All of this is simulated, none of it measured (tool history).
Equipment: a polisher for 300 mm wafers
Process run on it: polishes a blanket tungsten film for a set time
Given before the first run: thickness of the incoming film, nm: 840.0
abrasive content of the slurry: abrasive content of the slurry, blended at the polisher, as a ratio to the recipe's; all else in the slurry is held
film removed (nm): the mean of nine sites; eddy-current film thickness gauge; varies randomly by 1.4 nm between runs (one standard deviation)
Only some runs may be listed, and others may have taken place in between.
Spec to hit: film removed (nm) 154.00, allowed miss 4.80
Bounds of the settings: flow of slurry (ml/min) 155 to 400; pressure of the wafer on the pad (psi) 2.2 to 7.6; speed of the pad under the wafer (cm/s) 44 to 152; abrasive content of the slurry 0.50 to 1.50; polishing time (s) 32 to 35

run,hour,flow of slurry (ml/min),pressure of the wafer on the pad (psi),speed of the pad under the wafer (cm/s),abrasive content of the slurry,polishing time (s),film removed (nm)
1,0.0,255,4.9,98,1.00,35,162.62
2,8.9,255,4.9,114,1.00,35,185.48
3,11.8,255,4.8,114,1.00,35,181.22
4,17.0,255,4.8,98,1.00,35,163.56
# hour 17.5: slurry tank refilled with fresh slurry and peroxide
5,17.5,255,4.8,112,1.00,35,217.40
6,25.1,255,4.8,112,0.90,35,206.79
7,27.7,255,4.5,112,0.90,35,197.08
8,31.2,255,4.2,112,0.90,35,182.59
9,39.9,255,4.0,112,0.90,35,178.21
10,41.6,255,3.9,112,0.90,35,172.13
11,47.8,255,3.8,112,0.90,35,166.68
12,50.7,255,3.7,112,0.90,35,162.33

4 next moves are on the table. One of them brings every result within its allowed miss. Which?
A,53.6,170,3.6,116,1.20,32,?
B,53.6,180,3.7,100,1.15,32,?
C,53.6,255,3.5,112,0.95,32,?
D,53.6,235,3.7,94,1.15,32,?

move,film removed (nm)
A,154.32
B,139.78
C,143.38
D,138.41
A: meets every target
B: carries the result that was furthest off beyond its target, to the other side
C: carries the result that was furthest off beyond its target, to the other side
D: carries the result that was furthest off beyond its target, to the other side
The right move is A.
